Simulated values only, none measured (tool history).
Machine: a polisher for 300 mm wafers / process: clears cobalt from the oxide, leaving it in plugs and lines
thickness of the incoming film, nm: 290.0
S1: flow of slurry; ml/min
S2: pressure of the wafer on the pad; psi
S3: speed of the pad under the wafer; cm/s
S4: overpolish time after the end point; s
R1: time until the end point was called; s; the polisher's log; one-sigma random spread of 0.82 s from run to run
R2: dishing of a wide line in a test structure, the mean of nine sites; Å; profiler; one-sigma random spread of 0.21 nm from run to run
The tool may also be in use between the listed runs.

run,hour,S1,S2,S3,S4,R1,R2
1,0,120,1.6,96,10,79.603,286.94
2,7.7,125,1.6,96,9,80.943,261.96
3,14.1,125,1.8,96,9,72.837,290.1
4,22.4,125,1.8,96,8,74.367,263.67
5,31.4,135,1.8,98,6,71.849,212.88
6,36.5,135,1.8,98,9,71.379,289.38
7,42.8,145,1.6,98,5,76.221,177.23

For run 8, what comes out?
8,48,140,1.6,98,5,?,?

R1: 75.91 s
R2: 175.28 Å
